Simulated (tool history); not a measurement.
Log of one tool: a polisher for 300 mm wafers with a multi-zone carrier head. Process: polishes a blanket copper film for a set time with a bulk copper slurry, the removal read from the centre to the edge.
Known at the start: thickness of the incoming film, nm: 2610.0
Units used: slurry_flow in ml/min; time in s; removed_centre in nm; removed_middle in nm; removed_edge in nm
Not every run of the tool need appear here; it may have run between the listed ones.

Run 1, day 0: slurry_flow 215 ml/min, centre_zone 1, middle_zone 1, edge_zone 1, slurry_solids 1, time 82 s. Result: removed_centre 600.52 nm, removed_middle 603.6 nm, removed_edge 617.74 nm.
Run 2, day 0.083: slurry_flow 210 ml/min, centre_zone 0.98, middle_zone 0.98, edge_zone 0.98, slurry_solids 0.95, time 77 s. Result: removed_centre 551.3 nm, removed_middle 546.79 nm, removed_edge 566.98 nm.
Run 3, day 0.317: slurry_flow 170 ml/min, centre_zone 0.98, middle_zone 0.98, edge_zone 0.98, slurry_solids 0.95, time 77 s. Result: removed_centre 512.02 nm, removed_middle 528.02 nm, removed_edge 542.83 nm.
Run 4, day 0.521: slurry_flow 165 ml/min, centre_zone 0.97, middle_zone 0.96, edge_zone 0.97, slurry_solids 0.9, time 73 s. Result: removed_centre 486.06 nm, removed_middle 490.03 nm, removed_edge 504.46 nm.
Run 5, day 0.675: slurry_flow 160 ml/min, centre_zone 0.95, middle_zone 0.94, edge_zone 0.97, slurry_solids 0.85, time 69 s. Result: removed_centre 437.07 nm, removed_middle 443.97 nm, removed_edge 472.58 nm.
Run 6, day 0.858: slurry_flow 135 ml/min, centre_zone 0.95, middle_zone 0.94, edge_zone 0.97, slurry_solids 0.85, time 69 s. Result: removed_centre 421.16 nm, removed_middle 427.61 nm, removed_edge 460.94 nm.
Run 7, day 1.038: slurry_flow 130 ml/min, centre_zone 0.88, middle_zone 0.84, edge_zone 0.87, slurry_solids 0.6, time 47 s. Result: removed_centre 246.18 nm, removed_middle 248.26 nm, removed_edge 282.2 nm.
Run 8, day 1.196: slurry_flow 145 ml/min, centre_zone 0.88, middle_zone 0.84, edge_zone 0.88, slurry_solids 0.6, time 47 s. Result: removed_centre 256.01 nm, removed_middle 255.16 nm, removed_edge 287.6 nm.

Run 9 is up next; what results do you expect?
Run 9, day 1.242: slurry_flow 205 ml/min, centre_zone 0.86, middle_zone 0.85, edge_zone 0.98, slurry_solids 0.65, time 47 s. Result: removed_centre ?, removed_middle ?, removed_edge ?.

Logged for run 9: removed_centre 267.5 nm, removed_middle 279.83 nm, removed_edge 320.48 nm.
